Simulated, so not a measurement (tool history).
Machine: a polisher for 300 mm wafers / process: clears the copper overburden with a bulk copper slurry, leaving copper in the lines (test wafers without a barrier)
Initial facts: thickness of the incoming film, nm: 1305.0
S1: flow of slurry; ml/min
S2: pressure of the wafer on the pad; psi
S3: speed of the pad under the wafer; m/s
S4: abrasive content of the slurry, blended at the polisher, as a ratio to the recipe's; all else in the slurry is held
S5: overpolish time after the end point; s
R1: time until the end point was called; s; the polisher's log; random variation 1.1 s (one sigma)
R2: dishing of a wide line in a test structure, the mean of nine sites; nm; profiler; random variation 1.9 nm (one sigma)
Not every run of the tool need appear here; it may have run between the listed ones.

| run | day | S1 | S2 | S3 | S4 | S5 | R1 | R2 |
|---|---|---|---|---|---|---|---|---|
| 1 | 0.000 | 135 | 2.7 | 1.16 | 1.0 | 20 | 164.11 | 84.108 |
| 2 | 0.079 | 135 | 2.7 | 1.42 | 1.0 | 20 | 140.90 | 91.327 |
| 3 | 0.196 | 140 | 2.9 | 1.42 | 1.0 | 21 | 129.67 | 94.528 |
| 4 | 0.258 | 140 | 2.4 | 1.42 | 1.0 | 21 | 156.96 | 83.105 |
| 5 | 0.458 | 140 | 2.4 | 1.52 | 1.0 | 21 | 149.11 | 85.646 |
| 6 | 0.712 | 120 | 2.4 | 1.52 | 1.0 | 21 | 154.39 | 86.876 |
| 7 | 0.738 | 130 | 2.6 | 1.52 | 1.0 | 23 | 140.02 | 95.261 |

What will run 8 give?
| 8 | 0.992 | 140 | 2.7 | 1.52 | 1.0 | 24 | ? | ? |

{"run 8": {"R1": 134.76, "R2": 99.65}}

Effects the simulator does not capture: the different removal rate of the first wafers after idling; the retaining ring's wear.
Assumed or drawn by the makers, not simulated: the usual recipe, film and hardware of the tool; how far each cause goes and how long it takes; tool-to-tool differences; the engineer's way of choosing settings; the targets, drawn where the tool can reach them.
